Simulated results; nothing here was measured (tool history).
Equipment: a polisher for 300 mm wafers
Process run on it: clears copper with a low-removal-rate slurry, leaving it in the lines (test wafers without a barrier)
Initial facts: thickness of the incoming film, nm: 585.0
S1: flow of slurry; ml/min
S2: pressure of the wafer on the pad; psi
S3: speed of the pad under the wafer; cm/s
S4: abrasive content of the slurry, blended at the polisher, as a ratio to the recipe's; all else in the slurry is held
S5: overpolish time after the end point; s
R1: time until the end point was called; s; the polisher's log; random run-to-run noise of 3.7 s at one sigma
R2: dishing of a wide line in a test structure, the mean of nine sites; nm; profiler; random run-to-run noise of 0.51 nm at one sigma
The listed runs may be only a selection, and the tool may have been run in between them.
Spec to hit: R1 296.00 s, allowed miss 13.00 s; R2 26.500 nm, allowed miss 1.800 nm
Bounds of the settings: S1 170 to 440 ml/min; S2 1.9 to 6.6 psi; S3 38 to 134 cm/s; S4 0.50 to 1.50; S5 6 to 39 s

run 1 hour=0.0 | S1=280 S2=4.2 S3=86 S4=1.00 S5=20 | R1=178.85 R2=34.532
run 2 hour=5.1 | S1=280 S2=3.9 S3=86 S4=1.00 S5=21 | R1=190.06 R2=33.772
run 3 hour=8.1 | S1=280 S2=4.5 S3=86 S4=1.00 S5=21 | R1=163.86 R2=37.486
run 4 hour=13.6 | S1=220 S2=4.5 S3=86 S4=1.00 S5=21 | R1=168.15 R2=38.604
run 5 hour=17.1 | S1=170 S2=4.5 S3=86 S4=1.00 S5=21 | R1=171.98 R2=36.832
run 6 hour=19.3 | S1=170 S2=4.5 S3=86 S4=1.00 S5=13 | R1=176.09 R2=26.881
run 7 hour=21.9 | S1=170 S2=4.1 S3=86 S4=1.00 S5=15 | R1=186.32 R2=26.221
run 8 hour=30.3 | S1=170 S2=3.8 S3=84 S4=1.00 S5=17 | R1=211.83 R2=28.576
run 9 hour=36.0 | S1=170 S2=3.6 S3=84 S4=1.00 S5=17 | R1=223.70 R2=25.745
run 10 hour=40.6 | S1=170 S2=3.4 S3=84 S4=1.00 S5=18 | R1=230.05 R2=26.676
run 11 hour=44.0 | S1=170 S2=3.2 S3=84 S4=1.00 S5=19 | R1=244.20 R2=27.544
run 12 hour=49.8 | S1=170 S2=3.1 S3=84 S4=1.00 S5=19 | R1=254.50 R2=24.856
run 13 hour=53.2 | S1=170 S2=3.0 S3=84 S4=1.00 S5=20 | R1=266.99 R2=25.751
run 14 hour=55.0 | S1=170 S2=2.9 S3=84 S4=1.00 S5=20 | R1=271.38 R2=25.377

Below are 4 possible settings for the next run. Only one of them brings all results inside the allowed miss of their targets. Which is it?
run A hour=56.8 | S1=170 S2=4.5 S3=46 S4=1.50 S5=23 | R1=? R2=?
run B hour=56.8 | S1=215 S2=2.7 S3=100 S4=0.75 S5=19 | R1=? R2=?
run C hour=56.8 | S1=180 S2=4.1 S3=68 S4=0.80 S5=17 | R1=? R2=?
run D hour=56.8 | S1=170 S2=3.4 S3=76 S4=1.30 S5=17 | R1=? R2=?

move=A R1=296.32 R2=26.762
move=B R1=250.52 R2=25.955
move=C R1=246.11 R2=24.380
move=D R1=246.64 R2=24.241
A: in spec on every target
B: moves away from the targets compared with the last run
C: moves away from the targets compared with the last run
D: moves away from the targets compared with the last run
A meets every target.
